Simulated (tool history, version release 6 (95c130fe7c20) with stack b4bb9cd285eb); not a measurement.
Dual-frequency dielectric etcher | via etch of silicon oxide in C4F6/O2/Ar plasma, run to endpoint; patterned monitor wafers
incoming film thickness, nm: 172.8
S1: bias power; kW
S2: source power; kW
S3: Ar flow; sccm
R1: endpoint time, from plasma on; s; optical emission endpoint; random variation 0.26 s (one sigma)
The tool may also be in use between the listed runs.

run 1 hour=0 | S1=0.603 S2=0.36 S3=292 | R1=37.046
run 2 hour=3.8 | S1=0.603 S2=0.42 S3=292 | R1=35.13
run 3 hour=9.6 | S1=0.655 S2=0.43 S3=289 | R1=33.065
run 4 hour=10.2 | S1=0.699 S2=0.43 S3=289 | R1=32.086
run 5 hour=15.4 | S1=0.717 S2=0.43 S3=288 | R1=31.781
run 6 hour=19.9 | S1=0.717 S2=0.43 S3=314 | R1=32.859

The next listed run, before its measurement:
run 7 hour=24 | S1=0.743 S2=0.44 S3=313 | R1=?

Run 7 gave R1 32.245 s.
